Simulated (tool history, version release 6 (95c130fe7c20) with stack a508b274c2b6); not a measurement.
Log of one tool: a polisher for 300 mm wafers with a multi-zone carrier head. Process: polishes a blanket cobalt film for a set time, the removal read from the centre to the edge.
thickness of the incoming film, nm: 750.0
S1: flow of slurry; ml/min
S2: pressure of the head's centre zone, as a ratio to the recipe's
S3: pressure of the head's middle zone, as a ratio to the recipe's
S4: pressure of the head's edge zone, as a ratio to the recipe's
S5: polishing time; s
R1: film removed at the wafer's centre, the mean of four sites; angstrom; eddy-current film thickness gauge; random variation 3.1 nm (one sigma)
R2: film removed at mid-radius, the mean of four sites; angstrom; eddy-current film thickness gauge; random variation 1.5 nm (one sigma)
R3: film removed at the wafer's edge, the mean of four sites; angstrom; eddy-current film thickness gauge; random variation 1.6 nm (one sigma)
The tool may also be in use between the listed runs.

run	day	S1	S2	S3	S4	S5	R1	R2	R3
1	0	255	1	1	1	44	1838.9	1783.7	1855.7
2	0.358	260	1.01	1.02	1.02	45	1843.4	1864.3	1889.4
3	0.408	225	1.01	1.02	1.02	45	1837.6	1837	1896.5
4	0.642	225	1.01	1.02	1.02	55	2295.7	2208.3	2280.8
5	0.662	165	1.01	1.02	1.02	55	2134.1	2185.2	2264.6
6	0.792	165	1.01	1.02	1.1	55	2137.9	2168.1	2340.8
7	1.117	175	1.01	1.03	1.1	55	2176.8	2197.2	2313.2

Forecast run 8:
8	1.421	185	1.01	1.04	1.1	55	?	?	?

Run 8 gave R1 2241.3 angstrom, R2 2223.3 angstrom, R3 2372.2 angstrom.

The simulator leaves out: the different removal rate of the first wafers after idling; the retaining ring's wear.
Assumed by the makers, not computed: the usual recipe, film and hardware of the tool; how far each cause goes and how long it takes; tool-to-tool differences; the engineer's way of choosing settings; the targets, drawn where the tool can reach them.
